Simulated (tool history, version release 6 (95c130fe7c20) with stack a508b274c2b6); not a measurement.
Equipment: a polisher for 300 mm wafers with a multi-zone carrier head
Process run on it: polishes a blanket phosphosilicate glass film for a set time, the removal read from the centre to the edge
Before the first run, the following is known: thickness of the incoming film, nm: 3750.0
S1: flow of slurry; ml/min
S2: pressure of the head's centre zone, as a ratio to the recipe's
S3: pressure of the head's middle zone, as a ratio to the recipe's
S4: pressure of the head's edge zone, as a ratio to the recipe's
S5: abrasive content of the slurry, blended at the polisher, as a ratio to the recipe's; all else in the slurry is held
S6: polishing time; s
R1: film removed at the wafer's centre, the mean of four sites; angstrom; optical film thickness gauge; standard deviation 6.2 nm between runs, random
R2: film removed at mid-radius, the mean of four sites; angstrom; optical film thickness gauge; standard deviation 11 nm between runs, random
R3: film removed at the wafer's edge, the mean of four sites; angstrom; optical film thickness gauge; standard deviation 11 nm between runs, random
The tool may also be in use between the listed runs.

run	day	S1	S2	S3	S4	S5	S6	R1	R2	R3
1	0	140	1	1	1	1	54	6224.7	6099.3	6128.8
2	0.188	140	1	1	1	1.15	54	6553.5	6297.1	6337.7
3	0.288	150	1.02	1.02	1.03	1.25	55	6980.4	6970.3	6837
4	0.479	160	1.05	1.01	1.05	1.3	56	7674.4	7147	7143
5	0.808	160	1.05	1.01	1.05	1.5	56	7846.4	7536.6	7616.6
6	1.05	170	1.07	1.01	1.07	1.5	57	8295.3	7635.3	7690.6
7	1.346	170	1.08	1.01	1.08	1.5	59	8600.4	8008.8	8051.1
8	1.512	175	1.09	1.01	1.09	1.5	60	8944.6	7988	8249.9
9	1.792	180	1.1	1.02	1.1	1.5	60	9018.4	8227.4	8366.2
10	2.1	185	1.11	1.02	1.1	1.5	60	9150.2	8049.3	8224.7

What does the tool deliver on the next run?
11	2.462	185	1.12	1.03	1.11	1.5	61	?	?	?

Run 11 produced R1 9489.8 angstrom, R2 8397.4 angstrom, R3 8478.4 angstrom.

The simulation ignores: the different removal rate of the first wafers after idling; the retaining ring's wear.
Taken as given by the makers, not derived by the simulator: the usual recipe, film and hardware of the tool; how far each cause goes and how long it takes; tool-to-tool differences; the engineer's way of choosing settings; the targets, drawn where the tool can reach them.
